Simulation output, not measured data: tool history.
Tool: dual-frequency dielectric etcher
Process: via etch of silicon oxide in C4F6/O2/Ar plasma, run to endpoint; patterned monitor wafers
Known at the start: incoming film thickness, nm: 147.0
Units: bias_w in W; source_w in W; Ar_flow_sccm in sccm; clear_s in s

run 1 hour=0.0 | bias_w=543 source_w=410 Ar_flow_sccm=408 | clear_s=32.951
run 2 hour=8.2 | bias_w=543 source_w=380 Ar_flow_sccm=408 | clear_s=33.338
run 3 hour=14.5 | bias_w=502 source_w=370 Ar_flow_sccm=412 | clear_s=34.360
run 4 hour=16.9 | bias_w=467 source_w=360 Ar_flow_sccm=417 | clear_s=35.848
run 5 hour=19.5 | bias_w=467 source_w=360 Ar_flow_sccm=489 | clear_s=36.410
run 6 hour=23.4 | bias_w=467 source_w=410 Ar_flow_sccm=489 | clear_s=35.389
run 7 hour=31.1 | bias_w=445 source_w=400 Ar_flow_sccm=491 | clear_s=36.568
run 8 hour=38.2 | bias_w=434 source_w=400 Ar_flow_sccm=492 | clear_s=36.488

Run 9 comes next. What will it give?
run 9 hour=41.8 | bias_w=421 source_w=400 Ar_flow_sccm=493 | clear_s=?

Run 9 gave clear_s 37.129 s.
